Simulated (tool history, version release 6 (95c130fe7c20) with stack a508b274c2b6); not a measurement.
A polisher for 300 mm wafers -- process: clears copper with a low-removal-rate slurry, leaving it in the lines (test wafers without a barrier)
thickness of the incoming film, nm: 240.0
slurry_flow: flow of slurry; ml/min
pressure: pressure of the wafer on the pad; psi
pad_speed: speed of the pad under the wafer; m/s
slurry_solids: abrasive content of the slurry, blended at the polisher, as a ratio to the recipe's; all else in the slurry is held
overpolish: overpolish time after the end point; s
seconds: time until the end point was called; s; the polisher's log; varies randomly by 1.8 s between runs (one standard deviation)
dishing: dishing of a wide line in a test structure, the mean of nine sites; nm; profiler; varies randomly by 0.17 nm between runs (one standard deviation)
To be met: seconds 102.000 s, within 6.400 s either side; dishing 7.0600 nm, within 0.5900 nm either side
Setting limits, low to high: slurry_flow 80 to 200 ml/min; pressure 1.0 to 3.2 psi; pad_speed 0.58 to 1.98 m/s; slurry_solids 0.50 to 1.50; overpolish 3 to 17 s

{"run": 1, "hour": 0.0, "slurry_flow": 130, "pressure": 2.1, "pad_speed": 1.28, "slurry_solids": 1.0, "overpolish": 9, "seconds": 97.382, "dishing": 16.502}
{"run": 2, "hour": 3.6, "slurry_flow": 130, "pressure": 2.1, "pad_speed": 1.28, "slurry_solids": 1.0, "overpolish": 13, "seconds": 93.579, "dishing": 23.338}
{"run": 3, "hour": 6.2, "slurry_flow": 130, "pressure": 2.0, "pad_speed": 1.3, "slurry_solids": 1.0, "overpolish": 10, "seconds": 99.498, "dishing": 17.784}
{"run": 4, "hour": 13.4, "slurry_flow": 140, "pressure": 2.2, "pad_speed": 1.12, "slurry_solids": 1.0, "overpolish": 8, "seconds": 104.56, "dishing": 14.327}
{"run": 5, "hour": 21.4, "slurry_flow": 110, "pressure": 2.2, "pad_speed": 1.12, "slurry_solids": 1.0, "overpolish": 8, "seconds": 104.07, "dishing": 13.339}
{"run": 6, "hour": 27.7, "slurry_flow": 100, "pressure": 2.3, "pad_speed": 1.06, "slurry_solids": 1.05, "overpolish": 7, "seconds": 105.38, "dishing": 11.848}
{"run": 7, "hour": 29.6, "slurry_flow": 95, "pressure": 2.3, "pad_speed": 1.02, "slurry_solids": 1.1, "overpolish": 6, "seconds": 111.95, "dishing": 9.4427}
{"run": 8, "hour": 34.5, "slurry_flow": 90, "pressure": 2.4, "pad_speed": 1.02, "slurry_solids": 1.15, "overpolish": 5, "seconds": 110.18, "dishing": 8.4792}
{"run": 9, "hour": 38.1, "slurry_flow": 90, "pressure": 2.6, "pad_speed": 1.02, "slurry_solids": 1.3, "overpolish": 3, "seconds": 92.436, "dishing": 5.7475}
{"run": 10, "hour": 46.4, "slurry_flow": 90, "pressure": 2.6, "pad_speed": 1.02, "slurry_solids": 1.25, "overpolish": 3, "seconds": 94.023, "dishing": 5.6429}
{"run": 11, "hour": 47.9, "slurry_flow": 90, "pressure": 2.6, "pad_speed": 1.02, "slurry_solids": 1.2, "overpolish": 3, "seconds": 96.304, "dishing": 5.6422}
{"run": 12, "hour": 52.9, "slurry_flow": 90, "pressure": 2.6, "pad_speed": 1.04, "slurry_solids": 1.2, "overpolish": 3, "seconds": 96.972, "dishing": 5.6258}
{"run": 13, "hour": 59.0, "slurry_flow": 90, "pressure": 2.5, "pad_speed": 1.04, "slurry_solids": 1.2, "overpolish": 6, "seconds": 100.04, "dishing": 10.652}
{"run": 14, "hour": 63.6, "slurry_flow": 95, "pressure": 2.4, "pad_speed": 1.06, "slurry_solids": 1.2, "overpolish": 6, "seconds": 100.49, "dishing": 10.776}
{"run": 15, "hour": 69.7, "slurry_flow": 100, "pressure": 2.4, "pad_speed": 1.06, "slurry_solids": 1.15, "overpolish": 6, "seconds": 101.4, "dishing": 10.216}
{"run": 16, "hour": 74.4, "slurry_flow": 100, "pressure": 2.4, "pad_speed": 1.08, "slurry_solids": 1.15, "overpolish": 6, "seconds": 100.04, "dishing": 10.769}
{"run": 17, "hour": 81.8, "slurry_flow": 125, "pressure": 2.3, "pad_speed": 0.98, "slurry_solids": 1.25, "overpolish": 3, "seconds": 108.9, "dishing": 5.1437}
{"run": 18, "hour": 86.2, "slurry_flow": 125, "pressure": 2.3, "pad_speed": 0.98, "slurry_solids": 1.25, "overpolish": 3, "seconds": 108.08, "dishing": 5.0813}

Next run, 4 choices. One meets every target within its allowed miss, the rest don't. Which?
{"run": "A", "hour": 90.6, "slurry_flow": 170, "pressure": 2.4, "pad_speed": 1.0, "slurry_solids": 0.95, "overpolish": 4, "seconds": "?", "dishing": "?"}
{"run": "B", "hour": 90.6, "slurry_flow": 100, "pressure": 2.6, "pad_speed": 0.88, "slurry_solids": 1.1, "overpolish": 3, "seconds": "?", "dishing": "?"}
{"run": "C", "hour": 90.6, "slurry_flow": 135, "pressure": 2.3, "pad_speed": 1.02, "slurry_solids": 1.1, "overpolish": 5, "seconds": "?", "dishing": "?"}
{"run": "D", "hour": 90.6, "slurry_flow": 120, "pressure": 1.9, "pad_speed": 1.1, "slurry_solids": 1.25, "overpolish": 6, "seconds": "?", "dishing": "?"}

move=A seconds=100.700 dishing=6.8958
move=B seconds=111.150 dishing=4.7190
move=C seconds=103.460 dishing=8.3483
move=D seconds=114.990 dishing=8.9720
A: in spec on every target
B: misses by more than the last run did
C: takes the biggest miss from the last run beyond its target
D: takes the biggest miss from the last run beyond its target
Go with A: it meets all targets.
